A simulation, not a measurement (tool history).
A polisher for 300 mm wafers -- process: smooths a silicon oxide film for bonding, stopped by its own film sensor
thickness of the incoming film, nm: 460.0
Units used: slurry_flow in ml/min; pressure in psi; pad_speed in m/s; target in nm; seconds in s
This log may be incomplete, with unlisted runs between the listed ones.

run  hour  slurry_flow  pressure  pad_speed  slurry_solids  target  seconds
  1     0          235       2.7        0.7              1     418   46.143
  2   6.6          235       2.5        0.7              1     418   48.727
  3  11.4          235         3        0.7              1     418   42.584
  4  17.3          180         3        0.7              1     418   43.114
  5  23.2          180       3.4        0.7              1     418   38.718
  6  23.8          180         4        0.7              1     418   32.521

Run 7 is up next; what results do you expect?
     30.4  -- head pressure recalibrated
  7  30.4          180       3.3        0.6              1     418        ?

{"run 7": {"seconds": 48.194}}
